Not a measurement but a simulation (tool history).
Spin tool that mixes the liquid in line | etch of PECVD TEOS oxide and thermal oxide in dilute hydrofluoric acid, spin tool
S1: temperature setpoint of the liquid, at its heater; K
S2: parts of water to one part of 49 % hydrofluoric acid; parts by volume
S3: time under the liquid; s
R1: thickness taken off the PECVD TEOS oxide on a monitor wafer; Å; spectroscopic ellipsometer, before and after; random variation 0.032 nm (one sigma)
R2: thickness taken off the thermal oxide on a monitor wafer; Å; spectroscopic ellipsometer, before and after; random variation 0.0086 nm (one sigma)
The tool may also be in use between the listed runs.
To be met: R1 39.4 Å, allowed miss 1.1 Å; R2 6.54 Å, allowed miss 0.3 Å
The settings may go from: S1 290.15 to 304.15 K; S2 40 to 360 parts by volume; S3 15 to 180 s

run    day      S1   S2   S3      R1      R2
  1      0  296.15  200   90  114.73  19.287
  2  0.262  295.65  220   90  98.211  16.664
  3  0.454  295.65  220  105   116.1  19.385
  4  0.758  295.15  240  105  104.27  17.611
  5  0.879  294.65  255  105  94.237  15.557
  6  0.925  294.15  270  105  86.406  14.012
  7  1.167  294.15  280  100  79.335  13.111
  8  1.333  293.65  290   95  70.357  11.567
  9  1.708  293.65  300   95  66.546  11.177
 10  1.888  293.15  310   95  62.481  10.673
 11    2.1  292.15  360   80  42.219  6.9425
 12  2.342  291.15  360   80  40.721  6.8659

4 next moves are on the table. One of them brings every result within its allowed miss. Which?
  A  2.583  290.15  250  55   ?   ?
  B  2.583  290.15  360  80   ?   ?
  C  2.583  290.15  360  85   ?   ?
  D  2.583  291.65  325  70   ?   ?

move      R1      R2
   A  42.449  7.0765
   B  39.352  6.5602
   C  41.812  6.9702
   D  41.437  6.9078
A: further off than the last run
B: meets every target
C: further off than the last run
D: further off than the last run
The right move is B.

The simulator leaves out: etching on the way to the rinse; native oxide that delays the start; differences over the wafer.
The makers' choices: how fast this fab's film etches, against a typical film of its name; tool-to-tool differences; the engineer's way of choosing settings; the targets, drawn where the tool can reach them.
